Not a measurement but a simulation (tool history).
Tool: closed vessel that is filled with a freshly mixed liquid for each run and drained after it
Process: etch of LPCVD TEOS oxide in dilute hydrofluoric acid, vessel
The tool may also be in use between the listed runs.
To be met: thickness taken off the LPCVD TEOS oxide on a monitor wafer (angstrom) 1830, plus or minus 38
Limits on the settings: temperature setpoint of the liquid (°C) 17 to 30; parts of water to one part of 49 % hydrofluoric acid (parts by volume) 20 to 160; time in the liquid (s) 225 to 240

run,hour,temperature setpoint of the liquid (°C),parts of water to one part of 49 % hydrofluoric acid (parts by volume),time in the liquid (s),thickness taken off the LPCVD TEOS oxide on a monitor wafer (angstrom)
1,0,22,90,225,641.24
2,3,22,100,225,574.19
3,9.3,22,120,225,466.9
4,14.1,24,90,225,699.83
5,15.7,25.5,70,225,981.89
6,22.2,25.5,70,225,970.49
7,27.8,29.5,35,225,2406.7
8,36.2,25.5,35,225,2044.3
9,44.3,24.5,35,225,1984
10,52.4,23.5,35,225,1878.8

Consider the 4 candidate settings below. Which is the only one whose results all fall within their allowed miss of target?
A,60.5,22,35,240,?
B,60.5,22.5,35,225,?
C,60.5,20.5,35,230,?
D,60.5,25.5,40,240,?

move,thickness taken off the LPCVD TEOS oxide on a monitor wafer (angstrom)
A,1895
B,1814.5
C,1703.8
D,1905.7
A: the biggest miss grows against the last run
B: all results in spec
C: carries the result that was furthest off beyond its target, to the other side
D: the biggest miss grows against the last run
Go with B: it meets all targets.

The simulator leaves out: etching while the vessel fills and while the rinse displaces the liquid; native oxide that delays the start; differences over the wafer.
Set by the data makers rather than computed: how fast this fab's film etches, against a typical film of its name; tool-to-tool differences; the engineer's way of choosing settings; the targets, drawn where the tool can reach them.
